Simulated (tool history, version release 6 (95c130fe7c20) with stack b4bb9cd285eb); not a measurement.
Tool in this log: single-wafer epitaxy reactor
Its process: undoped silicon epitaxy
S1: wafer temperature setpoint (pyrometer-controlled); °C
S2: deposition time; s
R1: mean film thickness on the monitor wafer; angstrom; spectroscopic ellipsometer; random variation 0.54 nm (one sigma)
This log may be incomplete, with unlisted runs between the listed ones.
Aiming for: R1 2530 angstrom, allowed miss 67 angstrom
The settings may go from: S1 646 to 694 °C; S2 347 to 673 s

run  hour   S1   S2      R1
  1     0  670  510  1312.1
  2   6.8  679  510  1613.9
  3  10.8  679  484  1536.9
  4  11.9  679  418  1323.1
  5  18.5  684  463  1646.5
  6  25.3  687  492  1870.8
  7  32.5  689  513  2035.2
  8  34.7  691  529  2195.7
  9  36.6  692  541  2296.1
 10  44.9  693  549  2379.8
 11  49.2  693  555  2407.9
 12  58.1  693  559  2425.8
 13  66.5  693  562  2427.9
 14  72.5  693  562  2436.4
 15  75.4  693  565  2460.6

Exercise: of the 5 proposed moves below, exactly one satisfies all targets within the stated allowed misses. Which move is it?
  A  78.3  694  565   ?
  B  78.3  689  561   ?
  C  78.3  691  563   ?
  D  78.3  685  634   ?
  E  78.3  692  549   ?

move      R1
   A  2508.1
   B  2229.9
   C  2339.3
   D  2304.7
   E  2332.1
A: all results in spec
B: its largest miss is bigger than the last run's
C: its largest miss is bigger than the last run's
D: its largest miss is bigger than the last run's
E: its largest miss is bigger than the last run's
Go with A: it meets all targets.
